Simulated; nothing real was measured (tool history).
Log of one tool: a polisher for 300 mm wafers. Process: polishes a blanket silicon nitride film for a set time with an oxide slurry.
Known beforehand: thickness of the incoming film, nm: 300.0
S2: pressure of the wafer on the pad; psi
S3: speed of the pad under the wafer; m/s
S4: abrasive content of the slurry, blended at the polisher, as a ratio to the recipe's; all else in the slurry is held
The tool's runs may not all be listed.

{"run": 1, "day": 0.0, "flow of slurry (ml/min)": 285, "S2": 4.8, "S3": 1.18, "S4": 1.0, "polishing time (s)": 23, "film removed (angstrom)": 186.43}
{"run": 2, "day": 0.033, "flow of slurry (ml/min)": 285, "S2": 4.8, "S3": 1.06, "S4": 1.0, "polishing time (s)": 23, "film removed (angstrom)": 176.31}
{"run": 3, "day": 0.4, "flow of slurry (ml/min)": 285, "S2": 4.1, "S3": 0.98, "S4": 1.0, "polishing time (s)": 23, "film removed (angstrom)": 140.18}
{"run": 4, "day": 0.638, "flow of slurry (ml/min)": 285, "S2": 3.6, "S3": 0.96, "S4": 1.0, "polishing time (s)": 23, "film removed (angstrom)": 125.0}
{"run": 5, "day": 0.812, "flow of slurry (ml/min)": 315, "S2": 3.6, "S3": 0.96, "S4": 1.0, "polishing time (s)": 23, "film removed (angstrom)": 123.73}
{"run": 6, "day": 1.183, "flow of slurry (ml/min)": 315, "S2": 3.2, "S3": 0.94, "S4": 1.0, "polishing time (s)": 23, "film removed (angstrom)": 108.56}
{"run": 7, "day": 1.238, "flow of slurry (ml/min)": 315, "S2": 2.9, "S3": 0.94, "S4": 1.0, "polishing time (s)": 23, "film removed (angstrom)": 99.654}
{"run": 8, "day": 1.5, "flow of slurry (ml/min)": 315, "S2": 2.7, "S3": 0.94, "S4": 1.0, "polishing time (s)": 23, "film removed (angstrom)": 93.881}
{"run": 9, "day": 1.679, "flow of slurry (ml/min)": 315, "S2": 2.6, "S3": 0.94, "S4": 1.0, "polishing time (s)": 23, "film removed (angstrom)": 90.671}

Run 10 has not been measured yet. What should we expect?
{"run": 10, "day": 1.921, "flow of slurry (ml/min)": 315, "S2": 2.3, "S3": 0.94, "S4": 1.0, "polishing time (s)": 23, "film removed (angstrom)": "?"}

{"run 10": {"film removed (angstrom)": 80.088}}

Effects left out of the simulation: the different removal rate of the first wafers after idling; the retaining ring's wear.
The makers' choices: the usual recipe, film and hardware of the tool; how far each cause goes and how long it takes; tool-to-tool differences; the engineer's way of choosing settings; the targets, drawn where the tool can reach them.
